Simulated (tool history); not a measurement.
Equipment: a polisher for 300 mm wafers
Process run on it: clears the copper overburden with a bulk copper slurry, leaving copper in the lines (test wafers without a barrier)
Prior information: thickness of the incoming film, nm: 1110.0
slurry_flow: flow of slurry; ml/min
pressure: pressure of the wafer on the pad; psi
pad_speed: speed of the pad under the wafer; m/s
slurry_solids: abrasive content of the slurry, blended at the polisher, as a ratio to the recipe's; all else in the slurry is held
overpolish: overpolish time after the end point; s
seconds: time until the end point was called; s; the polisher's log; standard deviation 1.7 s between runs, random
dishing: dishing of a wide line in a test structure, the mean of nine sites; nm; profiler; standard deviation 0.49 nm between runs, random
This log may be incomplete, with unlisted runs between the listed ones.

run	hour	slurry_flow	pressure	pad_speed	slurry_solids	overpolish	seconds	dishing
1	0.0	275	3.1	1.22	1.0	17	88.516	62.188
2	3.9	275	3.1	1.22	1.0	22	92.813	66.656
3	10.4	275	3.1	1.48	1.0	22	78.885	67.351
4	16.1	275	3.1	1.48	1.2	22	76.576	68.083
5	23.4	270	2.5	1.44	1.2	18	93.933	60.656
6	25.5	270	2.1	1.40	1.2	15	116.820	52.482
7	31.2	270	2.0	1.40	1.2	14	120.560	50.483
8	32.0	270	2.0	1.40	1.2	14	118.550	50.773

What will run 9 give?
9	40.1	270	1.9	1.40	1.2	14	?	?

For run 9 the tool returned seconds 125.130 s, dishing 49.034 nm.
